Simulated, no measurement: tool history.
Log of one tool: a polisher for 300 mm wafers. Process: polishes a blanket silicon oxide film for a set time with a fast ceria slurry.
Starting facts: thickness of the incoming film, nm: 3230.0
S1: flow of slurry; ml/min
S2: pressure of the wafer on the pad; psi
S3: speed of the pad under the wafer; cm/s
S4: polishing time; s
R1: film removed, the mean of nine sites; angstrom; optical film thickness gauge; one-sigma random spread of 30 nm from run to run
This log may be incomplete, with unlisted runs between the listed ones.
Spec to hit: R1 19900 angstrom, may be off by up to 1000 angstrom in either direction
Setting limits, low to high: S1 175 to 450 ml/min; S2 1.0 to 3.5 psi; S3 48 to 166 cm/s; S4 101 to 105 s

run 1 hour=0.0 | S1=290 S2=2.2 S3=106 S4=101 | R1=11024
run 2 hour=1.5 | S1=325 S2=2.2 S3=106 S4=101 | R1=11177
run 3 hour=7.3 | S1=295 S2=2.2 S3=106 S4=101 | R1=10882
run 4 hour=14.7 | S1=295 S2=2.2 S3=120 S4=101 | R1=12608
run 5 hour=23.6 | S1=295 S2=2.4 S3=120 S4=101 | R1=13188
run 6 hour=29.9 | S1=295 S2=2.6 S3=122 S4=101 | R1=14677
run 7 hour=35.9 | S1=295 S2=2.8 S3=122 S4=101 | R1=15170
run 8 hour=40.9 | S1=295 S2=2.9 S3=124 S4=101 | R1=16390
run 9 hour=48.5 | S1=295 S2=3.0 S3=124 S4=101 | R1=16431
run 10 hour=56.2 | S1=295 S2=3.1 S3=126 S4=101 | R1=17226

5 candidate next runs follow, results not yet known. Just one meets every target within its allowed miss. Identify it.
run A hour=63.9 | S1=345 S2=3.3 S3=132 S4=105 | R1=?
run B hour=63.9 | S1=290 S2=3.2 S3=112 S4=101 | R1=?
run C hour=63.9 | S1=295 S2=2.8 S3=112 S4=101 | R1=?
run D hour=63.9 | S1=235 S2=2.7 S3=138 S4=105 | R1=?
run E hour=63.9 | S1=295 S2=2.8 S3=114 S4=101 | R1=?

move=A R1=19673
move=B R1=15574
move=C R1=14107
move=D R1=17222
move=E R1=14351
A: all results land within tolerance of their targets
B: misses by more than the last run did
C: misses by more than the last run did
D: just as far off the targets as the last run
E: misses by more than the last run did
The right move is A.
